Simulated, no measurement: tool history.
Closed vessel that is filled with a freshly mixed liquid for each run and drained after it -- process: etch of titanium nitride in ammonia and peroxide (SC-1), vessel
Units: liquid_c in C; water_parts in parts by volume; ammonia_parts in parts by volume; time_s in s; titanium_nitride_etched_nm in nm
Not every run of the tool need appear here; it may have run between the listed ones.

run 1 hour=0 | liquid_c=55 water_parts=10.5 ammonia_parts=0.5 time_s=95 | titanium_nitride_etched_nm=15.483
run 2 hour=6.2 | liquid_c=55 water_parts=10.5 ammonia_parts=0.5 time_s=95 | titanium_nitride_etched_nm=15.608
run 3 hour=12.9 | liquid_c=55 water_parts=10.5 ammonia_parts=0.65 time_s=95 | titanium_nitride_etched_nm=16.147
run 4 hour=14 | liquid_c=55 water_parts=10.5 ammonia_parts=0.65 time_s=95 | titanium_nitride_etched_nm=16.226
run 5 hour=21.5 | liquid_c=55 water_parts=7 ammonia_parts=0.65 time_s=95 | titanium_nitride_etched_nm=19.881
run 6 hour=25.8 | liquid_c=57 water_parts=7 ammonia_parts=0.65 time_s=95 | titanium_nitride_etched_nm=22.715
run 7 hour=32.6 | liquid_c=65 water_parts=7 ammonia_parts=0.65 time_s=95 | titanium_nitride_etched_nm=38.099

For run 8, what comes out?
run 8 hour=38.6 | liquid_c=65.5 water_parts=7 ammonia_parts=0.65 time_s=95 | titanium_nitride_etched_nm=?

titanium_nitride_etched_nm: 39.288 nm
